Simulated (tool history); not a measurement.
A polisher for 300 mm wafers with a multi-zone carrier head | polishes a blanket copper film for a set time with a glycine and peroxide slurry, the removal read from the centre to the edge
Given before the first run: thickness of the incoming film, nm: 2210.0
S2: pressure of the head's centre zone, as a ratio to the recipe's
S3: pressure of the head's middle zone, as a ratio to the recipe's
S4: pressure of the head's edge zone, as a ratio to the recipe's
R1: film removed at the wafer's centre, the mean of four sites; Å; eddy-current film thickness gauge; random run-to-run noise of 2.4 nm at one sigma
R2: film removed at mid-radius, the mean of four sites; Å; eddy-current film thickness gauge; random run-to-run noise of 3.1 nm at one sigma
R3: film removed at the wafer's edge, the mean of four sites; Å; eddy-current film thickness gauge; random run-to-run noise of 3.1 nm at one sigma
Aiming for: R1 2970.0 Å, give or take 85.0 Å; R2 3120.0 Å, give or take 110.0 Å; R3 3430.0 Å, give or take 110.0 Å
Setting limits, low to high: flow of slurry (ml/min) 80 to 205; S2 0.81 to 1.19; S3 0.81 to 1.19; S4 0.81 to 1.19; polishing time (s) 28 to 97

Run 1, day 0.000: flow of slurry (ml/min) 135, S2 1.00, S3 1.00, S4 1.00, polishing time (s) 62. Result: R1 5172.8 Å, R2 4886.4 Å, R3 5044.3 Å.
Run 2, day 0.271: flow of slurry (ml/min) 135, S2 1.00, S3 1.00, S4 0.94, polishing time (s) 62. Result: R1 5150.9 Å, R2 4932.1 Å, R3 4901.8 Å.
Run 3, day 0.371: flow of slurry (ml/min) 135, S2 1.00, S3 0.92, S4 0.94, polishing time (s) 62. Result: R1 5060.5 Å, R2 4684.8 Å, R3 4909.0 Å.
Run 4, day 0.500: flow of slurry (ml/min) 130, S2 0.98, S3 0.91, S4 0.93, polishing time (s) 59. Result: R1 4702.2 Å, R2 4270.7 Å, R3 4536.1 Å.
Run 5, day 0.579: flow of slurry (ml/min) 130, S2 1.06, S3 0.91, S4 0.93, polishing time (s) 59. Result: R1 5110.0 Å, R2 4313.3 Å, R3 4657.5 Å.
Run 6, day 0.858: flow of slurry (ml/min) 125, S2 1.02, S3 0.91, S4 0.94, polishing time (s) 57. Result: R1 4718.1 Å, R2 4038.6 Å, R3 4491.6 Å.
Run 7, day 1.046: flow of slurry (ml/min) 120, S2 0.99, S3 0.93, S4 0.95, polishing time (s) 55. Result: R1 4391.8 Å, R2 4054.3 Å, R3 4317.2 Å.
Run 8, day 1.283: flow of slurry (ml/min) 120, S2 0.99, S3 0.93, S4 0.95, polishing time (s) 55. Result: R1 4428.0 Å, R2 4043.1 Å, R3 4349.9 Å.
Run 9, day 1.638: flow of slurry (ml/min) 115, S2 0.96, S3 0.92, S4 0.94, polishing time (s) 53. Result: R1 4028.2 Å, R2 3841.3 Å, R3 4156.7 Å.
Run 10, day 1.792: flow of slurry (ml/min) 110, S2 0.94, S3 0.91, S4 0.93, polishing time (s) 52. Result: R1 3818.5 Å, R2 3685.9 Å, R3 4002.0 Å.
Run 11, day 2.071: flow of slurry (ml/min) 110, S2 0.94, S3 0.91, S4 0.93, polishing time (s) 52. Result: R1 3872.3 Å, R2 3668.3 Å, R3 4007.0 Å.
Run 12, day 2.438: flow of slurry (ml/min) 105, S2 0.92, S3 0.90, S4 0.92, polishing time (s) 51. Result: R1 3633.9 Å, R2 3571.8 Å, R3 3882.6 Å.
Run 13, day 2.575: flow of slurry (ml/min) 100, S2 0.91, S3 0.89, S4 0.91, polishing time (s) 51. Result: R1 3558.1 Å, R2 3526.5 Å, R3 3901.2 Å.
Run 14, day 2.662: flow of slurry (ml/min) 100, S2 0.90, S3 0.88, S4 0.90, polishing time (s) 50. Result: R1 3438.0 Å, R2 3427.8 Å, R3 3727.1 Å.
Run 15, day 2.917: flow of slurry (ml/min) 80, S2 0.81, S3 0.81, S4 0.87, polishing time (s) 49. Result: R1 2914.2 Å, R2 2987.7 Å, R3 3538.8 Å.

Exactly one of the 4 candidate moves below puts every result within its allowed miss. Which one?
Run A, day 3.171: flow of slurry (ml/min) 130, S2 0.84, S3 0.94, S4 0.81, polishing time (s) 44. Result: R1 ?, R2 ?, R3 ?.
Run B, day 3.171: flow of slurry (ml/min) 85, S2 0.86, S3 0.81, S4 0.83, polishing time (s) 45. Result: R1 ?, R2 ?, R3 ?.
Run C, day 3.171: flow of slurry (ml/min) 110, S2 0.83, S3 0.87, S4 0.88, polishing time (s) 45. Result: R1 ?, R2 ?, R3 ?.
Run D, day 3.171: flow of slurry (ml/min) 85, S2 0.82, S3 0.85, S4 0.89, polishing time (s) 46. Result: R1 ?, R2 ?, R3 ?.

move      R1      R2      R3
   A  3039.4  3327.5  3323.1
   B  2894.6  2807.6  3248.4
   C  2965.6  3116.3  3446.3
   D  2820.8  2972.9  3417.4
A: moves the result that the last run missed by most past its target, out the other side
B: moves away from the targets compared with the last run
C: every result within its allowed miss
D: moves away from the targets compared with the last run
C meets every target.
